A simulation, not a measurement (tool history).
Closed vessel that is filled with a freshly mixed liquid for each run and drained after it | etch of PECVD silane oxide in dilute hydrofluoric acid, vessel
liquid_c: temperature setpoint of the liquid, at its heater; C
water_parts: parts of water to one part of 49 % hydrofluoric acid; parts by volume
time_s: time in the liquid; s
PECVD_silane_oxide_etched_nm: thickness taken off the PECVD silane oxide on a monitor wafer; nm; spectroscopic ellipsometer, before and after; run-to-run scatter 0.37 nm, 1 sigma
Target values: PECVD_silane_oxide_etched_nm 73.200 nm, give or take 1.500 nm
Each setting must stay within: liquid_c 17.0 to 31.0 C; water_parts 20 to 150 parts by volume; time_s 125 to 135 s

run,hour,liquid_c,water_parts,time_s,PECVD_silane_oxide_etched_nm
1,0.0,23.0,85,125,60.658
2,0.8,23.0,85,135,64.559
3,9.1,23.0,60,135,94.963
4,17.4,21.0,60,135,88.040
5,24.6,20.0,60,135,84.802
6,29.2,20.0,60,135,83.391
7,32.5,19.0,60,135,80.566
8,40.3,19.0,60,135,80.772

Consider the 4 candidate settings below. Which is the only one whose results all fall within their allowed miss of target?
A,48.1,20.5,65,125,?
B,48.1,17.0,60,125,?
C,48.1,20.0,65,135,?
D,48.1,17.5,65,135,?

move,PECVD_silane_oxide_etched_nm
A,73.420
B,68.930
C,77.648
D,69.826
A: every result within its allowed miss
B: pushes the last run's worst result past its target
C: nearer than the last run, and not there yet
D: pushes the last run's worst result past its target
A meets every target.
